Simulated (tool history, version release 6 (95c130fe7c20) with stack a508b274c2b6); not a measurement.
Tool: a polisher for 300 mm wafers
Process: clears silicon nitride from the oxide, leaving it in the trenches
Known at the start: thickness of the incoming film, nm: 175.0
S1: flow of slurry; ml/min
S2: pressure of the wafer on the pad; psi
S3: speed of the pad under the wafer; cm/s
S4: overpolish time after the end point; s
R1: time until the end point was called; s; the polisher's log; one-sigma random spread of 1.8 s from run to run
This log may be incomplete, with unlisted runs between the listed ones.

run,day,S1,S2,S3,S4,R1
1,0,190,3.4,110,32,179.21
2,0.038,190,3.4,110,34,178.39
3,0.117,190,3.6,110,34,168.59
4,0.467,190,3.8,110,34,157.8
5,0.621,190,4,110,34,152.89
6,0.775,190,4.2,110,34,150.61

Forecast run 7:
7,1.058,190,4.4,112,34,?

Logged for run 7: R1 137.49 s.
